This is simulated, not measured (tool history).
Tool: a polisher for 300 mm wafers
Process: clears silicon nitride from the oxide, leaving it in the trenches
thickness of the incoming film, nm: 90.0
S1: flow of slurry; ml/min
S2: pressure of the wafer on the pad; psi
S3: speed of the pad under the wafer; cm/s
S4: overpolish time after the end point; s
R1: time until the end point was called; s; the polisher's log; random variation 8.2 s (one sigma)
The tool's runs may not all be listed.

{"run": 1, "hour": 0.0, "S1": 195, "S2": 1.7, "S3": 100, "S4": 6, "R1": 175.39}
{"run": 2, "hour": 5.2, "S1": 195, "S2": 1.5, "S3": 90, "S4": 6, "R1": 205.37}
{"run": 3, "hour": 14.0, "S1": 195, "S2": 1.5, "S3": 90, "S4": 6, "R1": 212.63}
{"run": 4, "hour": 18.5, "S1": 190, "S2": 1.3, "S3": 80, "S4": 6, "R1": 275.55}
{"run": 5, "hour": 23.5, "S1": 190, "S2": 1.2, "S3": 78, "S4": 6, "R1": 307.32}
{"run": 6, "hour": 27.7, "S1": 190, "S2": 1.5, "S3": 78, "S4": 6, "R1": 251.42}
{"run": 7, "hour": 32.1, "S1": 190, "S2": 1.3, "S3": 76, "S4": 6, "R1": 292.66}
{"run": 8, "hour": 35.7, "S1": 190, "S2": 1.3, "S3": 76, "S4": 6, "R1": 293.05}

Forecast run 9:
{"run": 9, "hour": 37.8, "S1": 190, "S2": 1.2, "S3": 76, "S4": 6, "R1": "?"}

{"run 9": {"R1": 304.27}}

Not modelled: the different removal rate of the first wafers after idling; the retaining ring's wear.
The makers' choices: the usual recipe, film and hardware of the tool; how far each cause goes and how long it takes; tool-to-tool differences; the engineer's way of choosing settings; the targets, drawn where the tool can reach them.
